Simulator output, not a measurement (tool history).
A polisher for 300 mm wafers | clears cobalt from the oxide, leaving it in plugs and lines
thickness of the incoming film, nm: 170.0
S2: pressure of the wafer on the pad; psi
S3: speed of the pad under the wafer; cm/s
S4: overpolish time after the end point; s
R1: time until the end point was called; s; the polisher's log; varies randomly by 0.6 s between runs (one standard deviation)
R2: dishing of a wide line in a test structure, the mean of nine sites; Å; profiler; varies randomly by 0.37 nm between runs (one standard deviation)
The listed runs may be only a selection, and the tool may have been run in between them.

run 1 hour=0 | flow_of_slurry_(ml/min)=300 S2=1.4 S3=106 S4=24 | R1=54.858 R2=515.86
run 2 hour=5.5 | flow_of_slurry_(ml/min)=300 S2=1.4 S3=94 S4=24 | R1=60.628 R2=484.12
run 3 hour=10.4 | flow_of_slurry_(ml/min)=300 S2=1.4 S3=118 S4=24 | R1=48.117 R2=577.42
run 4 hour=11.1 | flow_of_slurry_(ml/min)=315 S2=1.4 S3=116 S4=22 | R1=49.084 R2=530.27
run 5 hour=13.5 | flow_of_slurry_(ml/min)=315 S2=1.4 S3=100 S4=22 | R1=56.852 R2=471
run 6 hour=17.3 | flow_of_slurry_(ml/min)=335 S2=1.4 S3=98 S4=20 | R1=58.81 R2=448.24
run 7 hour=20.4 | flow_of_slurry_(ml/min)=315 S2=1.4 S3=98 S4=19 | R1=57.887 R2=424.45
run 8 hour=27.9 | flow_of_slurry_(ml/min)=300 S2=1.4 S3=96 S4=18 | R1=60.308 R2=403.67

What will run 9 give?
run 9 hour=29.3 | flow_of_slurry_(ml/min)=285 S2=1.4 S3=94 S4=17 | R1=? R2=?

For run 9 the tool returned R1 60.71 s, R2 368.08 Å.

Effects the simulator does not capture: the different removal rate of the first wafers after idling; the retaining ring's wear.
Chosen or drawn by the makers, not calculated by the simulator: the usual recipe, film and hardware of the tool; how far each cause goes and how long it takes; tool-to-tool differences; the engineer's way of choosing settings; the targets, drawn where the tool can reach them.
